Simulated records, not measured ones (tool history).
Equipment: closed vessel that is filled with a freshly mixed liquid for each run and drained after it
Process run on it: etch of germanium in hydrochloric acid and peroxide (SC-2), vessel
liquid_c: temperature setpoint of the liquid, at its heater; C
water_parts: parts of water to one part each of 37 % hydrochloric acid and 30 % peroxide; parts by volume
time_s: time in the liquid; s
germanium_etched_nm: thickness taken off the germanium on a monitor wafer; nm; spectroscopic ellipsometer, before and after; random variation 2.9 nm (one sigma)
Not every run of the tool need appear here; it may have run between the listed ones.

run 1 hour=0.0 | liquid_c=57.0 water_parts=5.5 time_s=100 | germanium_etched_nm=342.76
run 2 hour=1.3 | liquid_c=58.0 water_parts=5.5 time_s=100 | germanium_etched_nm=354.53
run 3 hour=6.2 | liquid_c=60.5 water_parts=5.5 time_s=100 | germanium_etched_nm=377.74
run 4 hour=10.0 | liquid_c=60.5 water_parts=4.0 time_s=100 | germanium_etched_nm=387.90
run 5 hour=15.8 | liquid_c=61.0 water_parts=4.0 time_s=100 | germanium_etched_nm=389.35
run 6 hour=19.5 | liquid_c=61.0 water_parts=4.0 time_s=100 | germanium_etched_nm=386.50
run 7 hour=28.6 | liquid_c=61.5 water_parts=4.0 time_s=100 | germanium_etched_nm=393.03
run 8 hour=36.4 | liquid_c=62.0 water_parts=4.0 time_s=100 | germanium_etched_nm=401.38
run 9 hour=42.5 | liquid_c=62.5 water_parts=4.0 time_s=100 | germanium_etched_nm=404.03

What does the tool deliver on the next run?
run 10 hour=48.1 | liquid_c=63.0 water_parts=4.0 time_s=100 | germanium_etched_nm=?

germanium_etched_nm: 411.78 nm

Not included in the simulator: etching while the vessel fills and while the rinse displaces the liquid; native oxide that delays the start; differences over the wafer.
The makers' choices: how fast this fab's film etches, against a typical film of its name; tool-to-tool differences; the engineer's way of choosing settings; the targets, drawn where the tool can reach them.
